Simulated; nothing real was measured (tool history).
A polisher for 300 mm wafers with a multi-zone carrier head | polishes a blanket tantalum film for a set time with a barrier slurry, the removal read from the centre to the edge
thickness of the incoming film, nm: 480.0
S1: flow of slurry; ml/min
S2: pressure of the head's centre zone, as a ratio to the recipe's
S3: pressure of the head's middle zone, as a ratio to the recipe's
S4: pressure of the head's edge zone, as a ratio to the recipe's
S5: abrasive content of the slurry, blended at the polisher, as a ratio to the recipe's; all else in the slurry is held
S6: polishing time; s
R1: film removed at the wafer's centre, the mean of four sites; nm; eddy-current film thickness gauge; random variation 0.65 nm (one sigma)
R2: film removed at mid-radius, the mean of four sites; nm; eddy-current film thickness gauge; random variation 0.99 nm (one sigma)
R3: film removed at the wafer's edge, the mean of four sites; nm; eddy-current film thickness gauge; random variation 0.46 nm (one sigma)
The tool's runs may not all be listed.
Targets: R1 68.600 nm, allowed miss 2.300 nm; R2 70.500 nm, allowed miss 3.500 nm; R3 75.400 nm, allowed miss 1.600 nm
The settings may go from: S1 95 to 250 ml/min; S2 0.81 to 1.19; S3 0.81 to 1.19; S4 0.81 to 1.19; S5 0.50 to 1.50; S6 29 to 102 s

run    day   S1    S2    S3    S4    S5  S6      R1      R2      R3
  1  0.000  160  1.00  1.00  1.00  1.00  65  91.419  94.589  91.514
  2  0.125  160  0.94  1.00  1.00  1.00  65  84.772  90.376  90.729
  3  0.417  160  0.94  1.00  0.96  1.00  65  83.902  92.227  89.041
  4  0.458  160  0.94  1.00  1.00  1.00  65  83.776  90.619  90.951
  5  0.550  155  0.93  0.98  0.98  0.95  65  81.354  91.783  88.060
  6  0.808  175  0.93  0.98  0.98  0.95  65  82.920  91.231  89.670
  7  1.158  170  0.86  0.88  0.88  0.70  64  70.082  75.686  76.654
  8  1.296  170  0.86  0.87  0.88  0.70  64  69.065  73.552  77.312

4 next moves are on the table. One of them brings every result within its allowed miss. Which?
  A  1.433  125  0.89  0.86  0.86  0.60  70   ?   ?   ?
  B  1.433  115  0.86  0.81  0.83  0.55  80   ?   ?   ?
  C  1.433  185  0.81  0.85  0.89  0.65  66   ?   ?   ?
  D  1.433  115  0.91  1.04  0.99  0.75  63   ?   ?   ?

move      R1      R2      R3
   A  69.001  70.825  75.093
   B  71.946  73.065  80.694
   C  66.706  73.828  78.394
   D  66.627  78.530  76.202
A: meets every target
B: further off than the last run
C: further off than the last run
D: brings the result that was furthest off to its target, and leaves another outside
Move A is the one to make.

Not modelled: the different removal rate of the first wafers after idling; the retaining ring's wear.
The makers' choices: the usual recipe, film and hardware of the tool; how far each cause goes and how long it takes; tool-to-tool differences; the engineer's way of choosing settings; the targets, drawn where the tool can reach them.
